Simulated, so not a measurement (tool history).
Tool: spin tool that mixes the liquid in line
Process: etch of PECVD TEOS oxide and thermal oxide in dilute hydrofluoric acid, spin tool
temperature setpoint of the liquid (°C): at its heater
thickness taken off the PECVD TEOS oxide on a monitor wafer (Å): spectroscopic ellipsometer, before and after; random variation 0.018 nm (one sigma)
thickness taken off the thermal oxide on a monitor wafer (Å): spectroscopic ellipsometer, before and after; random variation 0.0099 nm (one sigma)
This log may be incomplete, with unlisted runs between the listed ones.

run,hour,temperature setpoint of the liquid (°C),parts of water to one part of 49 % hydrofluoric acid (parts by volume),time under the liquid (s),thickness taken off the PECVD TEOS oxide on a monitor wafer (Å),thickness taken off the thermal oxide on a monitor wafer (Å)
1,0,20,235,120,47.41,20.659
2,6.3,19.5,260,120,41.565,18.126
3,12.9,19,280,120,36.392,16.057
4,21.6,19,280,155,47.434,20.695
5,25,18.5,305,155,42.601,18.124
6,33.8,18.5,245,155,55.046,23.532
7,36.9,18,275,155,47.382,20.796
8,37.7,18,300,155,41.665,18.479
9,41.2,18.5,320,150,38.449,16.701
10,48.6,18.5,340,150,35.062,15.493
11,57,18.5,355,150,33.708,14.557
12,58.6,18,365,145,30.847,13.285
13,61.3,17,425,140,23.692,10.105

Run 14 is up next; what results do you expect?
14,69.5,17,425,135,?,?

For run 14 the tool returned thickness taken off the PECVD TEOS oxide on a monitor wafer (Å) 22.884, thickness taken off the thermal oxide on a monitor wafer (Å) 9.8675.

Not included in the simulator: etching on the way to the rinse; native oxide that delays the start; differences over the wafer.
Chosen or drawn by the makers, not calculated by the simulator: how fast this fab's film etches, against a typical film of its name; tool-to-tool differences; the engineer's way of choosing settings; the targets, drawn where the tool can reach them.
